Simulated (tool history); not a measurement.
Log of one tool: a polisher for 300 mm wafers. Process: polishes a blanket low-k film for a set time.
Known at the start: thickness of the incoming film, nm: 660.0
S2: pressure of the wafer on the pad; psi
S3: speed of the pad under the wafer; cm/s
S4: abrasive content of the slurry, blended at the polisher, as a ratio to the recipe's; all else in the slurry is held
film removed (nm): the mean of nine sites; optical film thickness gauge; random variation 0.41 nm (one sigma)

run 1 hour=0.0 | flow_of_slurry_(ml/min)=160 S2=1.4 S3=98 S4=1.0 polishing_time_(s)=70 | film_removed_(nm)=12.976
run 2 hour=7.6 | flow_of_slurry_(ml/min)=160 S2=1.6 S3=104 S4=1.0 polishing_time_(s)=70 | film_removed_(nm)=15.082
run 3 hour=8.7 | flow_of_slurry_(ml/min)=160 S2=1.6 S3=104 S4=1.0 polishing_time_(s)=73 | film_removed_(nm)=16.579
run 4 hour=9.3 | flow_of_slurry_(ml/min)=145 S2=1.6 S3=104 S4=1.0 polishing_time_(s)=73 | film_removed_(nm)=15.776
run 5 hour=17.0 | flow_of_slurry_(ml/min)=155 S2=1.8 S3=108 S4=1.0 polishing_time_(s)=73 | film_removed_(nm)=18.555
run 6 hour=25.8 | flow_of_slurry_(ml/min)=185 S2=1.8 S3=108 S4=1.0 polishing_time_(s)=73 | film_removed_(nm)=19.465
run 7 hour=31.1 | flow_of_slurry_(ml/min)=190 S2=1.9 S3=112 S4=1.0 polishing_time_(s)=73 | film_removed_(nm)=20.939
run 8 hour=37.8 | flow_of_slurry_(ml/min)=190 S2=2.0 S3=116 S4=1.0 polishing_time_(s)=73 | film_removed_(nm)=23.044
run 9 hour=44.4 | flow_of_slurry_(ml/min)=190 S2=2.1 S3=120 S4=1.0 polishing_time_(s)=73 | film_removed_(nm)=24.338
run 10 hour=46.3 | flow_of_slurry_(ml/min)=195 S2=2.1 S3=124 S4=1.0 polishing_time_(s)=73 | film_removed_(nm)=25.282

Run 11 comes next. What will it give?
run 11 hour=52.6 | flow_of_slurry_(ml/min)=195 S2=2.1 S3=126 S4=1.0 polishing_time_(s)=73 | film_removed_(nm)=?

{"run 11": {"film removed (nm)": 25.727}}

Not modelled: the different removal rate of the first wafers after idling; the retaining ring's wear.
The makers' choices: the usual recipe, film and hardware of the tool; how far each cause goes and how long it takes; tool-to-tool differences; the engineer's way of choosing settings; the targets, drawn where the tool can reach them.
